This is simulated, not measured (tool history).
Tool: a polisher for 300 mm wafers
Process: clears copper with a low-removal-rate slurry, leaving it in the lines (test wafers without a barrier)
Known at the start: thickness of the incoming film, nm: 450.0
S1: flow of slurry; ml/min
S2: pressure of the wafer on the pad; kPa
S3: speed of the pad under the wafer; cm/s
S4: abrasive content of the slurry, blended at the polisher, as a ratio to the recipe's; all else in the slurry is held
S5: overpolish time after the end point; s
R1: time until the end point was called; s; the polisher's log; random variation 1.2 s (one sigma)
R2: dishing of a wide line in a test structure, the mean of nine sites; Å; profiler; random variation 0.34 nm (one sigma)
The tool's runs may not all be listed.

| run | hour | S1 | S2 | S3 | S4 | S5 | R1 | R2 |
|---|---|---|---|---|---|---|---|---|
| 1 | 0.0 | 125 | 29.0 | 138 | 1.0 | 16 | 82.350 | 212.03 |
| 2 | 8.1 | 125 | 29.0 | 138 | 1.0 | 18 | 82.867 | 216.19 |
| 3 | 16.9 | 125 | 29.0 | 138 | 1.0 | 11 | 83.636 | 198.25 |
| 4 | 23.3 | 120 | 26.2 | 138 | 1.0 | 9 | 91.511 | 171.77 |
| 5 | 31.0 | 115 | 24.1 | 136 | 1.0 | 11 | 102.850 | 175.04 |
| 6 | 37.6 | 110 | 23.4 | 136 | 1.0 | 11 | 107.630 | 176.57 |

Forecast run 7:
| 7 | 38.9 | 105 | 23.4 | 136 | 1.0 | 10 | ? | ? |

R1: 108.160 s
R2: 165.93 Å

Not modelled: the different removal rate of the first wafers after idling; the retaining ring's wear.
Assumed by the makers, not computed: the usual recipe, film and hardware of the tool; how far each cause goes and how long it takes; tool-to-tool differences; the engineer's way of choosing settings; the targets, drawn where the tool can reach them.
